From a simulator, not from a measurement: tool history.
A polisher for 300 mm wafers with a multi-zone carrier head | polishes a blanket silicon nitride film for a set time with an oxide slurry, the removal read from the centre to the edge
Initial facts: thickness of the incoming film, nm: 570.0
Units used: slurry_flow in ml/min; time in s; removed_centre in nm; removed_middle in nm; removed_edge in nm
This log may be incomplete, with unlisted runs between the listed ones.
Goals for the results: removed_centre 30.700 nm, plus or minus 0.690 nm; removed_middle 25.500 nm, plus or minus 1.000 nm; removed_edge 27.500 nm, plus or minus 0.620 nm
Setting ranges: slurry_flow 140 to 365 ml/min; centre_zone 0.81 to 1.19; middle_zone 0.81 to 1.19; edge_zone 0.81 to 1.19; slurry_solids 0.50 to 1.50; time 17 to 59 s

run	hour	slurry_flow	centre_zone	middle_zone	edge_zone	slurry_solids	time	removed_centre	removed_middle	removed_edge
1	0.0	235	1.00	1.00	1.00	1.00	38	20.380	20.414	20.970
2	8.0	235	1.00	1.00	1.00	1.10	38	21.452	21.330	21.731
3	8.9	245	1.03	1.00	1.03	1.15	38	22.449	22.181	22.687
4	14.6	245	1.03	0.92	1.03	1.15	38	22.218	20.279	22.634
5	16.9	255	1.06	0.93	1.04	1.20	38	23.582	20.708	23.320
6	22.3	265	1.08	0.95	1.06	1.25	38	24.299	21.604	24.244
7	30.8	270	1.10	0.96	1.06	1.30	38	25.339	22.201	24.164
8	39.4	275	1.12	0.97	1.07	1.35	38	25.935	23.432	24.937
9	41.2	280	1.13	0.96	1.07	1.40	38	26.843	23.257	25.300
10	45.8	285	1.14	0.96	1.07	1.40	38	26.824	23.084	25.280
11	50.3	285	1.15	0.96	1.07	1.40	38	26.998	22.688	25.188

Consider the 4 candidate settings below. Which is the only one whose results all fall within their allowed miss of target?
A	54.8	180	1.19	1.18	0.90	1.25	40	?	?	?
B	54.8	315	1.18	0.91	1.07	1.20	37	?	?	?
C	54.8	280	0.94	0.93	1.19	1.45	41	?	?	?
D	54.8	280	1.19	0.97	1.05	1.50	41	?	?	?

move	removed_centre	removed_middle	removed_edge
A	26.137	26.231	22.368
B	25.657	20.659	23.499
C	24.822	24.801	29.304
D	30.793	25.984	27.816
A: misses by more than the last run did
B: misses by more than the last run did
C: misses by more than the last run did
D: all results in spec
D meets every target.

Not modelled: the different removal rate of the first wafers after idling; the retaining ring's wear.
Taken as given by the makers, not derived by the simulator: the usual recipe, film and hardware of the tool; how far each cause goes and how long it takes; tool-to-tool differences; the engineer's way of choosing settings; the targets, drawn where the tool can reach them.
